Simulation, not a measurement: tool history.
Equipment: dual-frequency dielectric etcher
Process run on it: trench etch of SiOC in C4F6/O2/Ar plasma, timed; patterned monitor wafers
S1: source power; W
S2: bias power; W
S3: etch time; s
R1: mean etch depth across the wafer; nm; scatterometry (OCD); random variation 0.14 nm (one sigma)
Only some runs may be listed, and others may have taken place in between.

{"run": 1, "hour": 0.0, "S1": 270, "S2": 217, "S3": 17.0, "R1": 33.814}
{"run": 2, "hour": 3.5, "S1": 320, "S2": 217, "S3": 17.0, "R1": 36.077}
{"run": 3, "hour": 9.8, "S1": 320, "S2": 197, "S3": 17.0, "R1": 35.137}
{"run": 4, "hour": 18.4, "S1": 320, "S2": 197, "S3": 17.5, "R1": 36.027}
{"run": 5, "hour": 19.1, "S1": 320, "S2": 197, "S3": 17.5, "R1": 36.007}
{"run": 6, "hour": 21.3, "S1": 330, "S2": 199, "S3": 17.5, "R1": 36.467}
{"run": 7, "hour": 23.4, "S1": 340, "S2": 202, "S3": 17.5, "R1": 37.107}

Run 8, settings as shown, results not yet in. Your forecast:
{"run": 8, "hour": 28.0, "S1": 340, "S2": 204, "S3": 17.5, "R1": "?"}

R1: 37.396 nm
